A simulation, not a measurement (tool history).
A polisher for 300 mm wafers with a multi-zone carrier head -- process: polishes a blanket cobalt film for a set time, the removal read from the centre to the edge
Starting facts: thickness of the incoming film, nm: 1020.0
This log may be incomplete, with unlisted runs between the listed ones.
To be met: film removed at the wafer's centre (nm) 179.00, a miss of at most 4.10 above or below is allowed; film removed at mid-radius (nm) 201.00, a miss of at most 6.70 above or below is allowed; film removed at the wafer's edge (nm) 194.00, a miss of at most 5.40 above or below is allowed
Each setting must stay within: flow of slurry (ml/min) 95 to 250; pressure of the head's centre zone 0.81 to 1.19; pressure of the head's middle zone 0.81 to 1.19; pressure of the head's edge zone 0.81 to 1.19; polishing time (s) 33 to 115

run  hour  flow of slurry (ml/min)  pressure of the head's centre zone  pressure of the head's middle zone  pressure of the head's edge zone  polishing time (s)  film removed at the wafer's centre (nm)  film removed at mid-radius (nm)  film removed at the wafer's edge (nm)
  1   0.0                      160                                1.00                                1.00                              1.00                  73                                   241.02                           240.56                                 240.85
  2   2.9                      160                                1.00                                1.00                              0.95                  73                                   244.79                           243.44                                 236.02
  3   3.7                      160                                1.00                                1.00                              1.02                  73                                   242.92                           240.13                                 246.52
  4   9.3                      135                                1.00                                1.00                              1.02                  73                                   230.59                           229.90                                 237.32
  5  14.3                      150                                1.00                                1.00                              1.02                  73                                   237.30                           240.12                                 240.49
  6  18.7                      150                                0.93                                1.00                              1.02                  73                                   220.54                           236.23                                 243.91
  7  21.9                      140                                0.92                                1.00                              0.99                  72                                   211.19                           231.26                                 233.19
  8  27.9                      135                                0.91                                0.99                              0.96                  71                                   203.09                           227.31                                 226.84
  9  34.8                      130                                0.91                                0.98                              0.94                  70                                   199.90                           218.49                                 219.78
 10  42.4                      125                                0.91                                0.98                              0.92                  69                                   196.77                           211.16                                 211.82
 11  49.8                      125                                0.91                                0.98                              0.92                  69                                   196.41                           213.56                                 211.93
 12  51.9                      120                                0.90                                0.98                              0.91                  69                                   191.29                           209.10                                 208.60
 13  60.1                      115                                0.90                                0.98                              0.90                  69                                   184.52                           205.83                                 205.39
 14  68.7                      115                                0.90                                0.98                              0.89                  69                                   185.13                           209.45                                 207.49
 15  73.0                      115                                0.90                                0.98                              0.89                  69                                   186.70                           207.48                                 206.15
 16  79.8                      110                                0.90                                0.98                              0.88                  69                                   185.27                           204.78                                 204.83
 17  88.0                      100                                0.89                                1.00                              0.81                  67                                   171.07                           196.07                                 184.77
 18  90.3                      105                                0.89                                1.00                              0.82                  67                                   176.28                           200.05                                 189.96

Which of these 5 next moves meets every target?
  A  92.6                      150                                0.91                                0.97                              0.86                  60                                        ?                                ?                                      ?
  B  92.6                      130                                0.89                                0.98                              0.87                  64                                        ?                                ?                                      ?
  C  92.6                      115                                0.85                                1.00                              0.85                  66                                        ?                                ?                                      ?
  D  92.6                      125                                0.90                                1.01                              0.84                  62                                        ?                                ?                                      ?
  E  92.6                      120                                0.93                                1.01                              0.81                  63                                        ?                                ?                                      ?

move  film removed at the wafer's centre (nm)  film removed at mid-radius (nm)  film removed at the wafer's edge (nm)
   A                                   179.69                           191.13                                 183.07
   B                                   180.51                           198.95                                 191.68
   C                                   171.09                           201.91                                 191.07
   D                                   174.85                           195.70                                 181.42
   E                                   181.34                           196.65                                 180.03
A: lands further from the targets than the last run did
B: meets every target
C: meets the target for the result that was furthest off, but another lies outside its allowed miss
D: lands further from the targets than the last run did
E: lands further from the targets than the last run did
The right move is B.
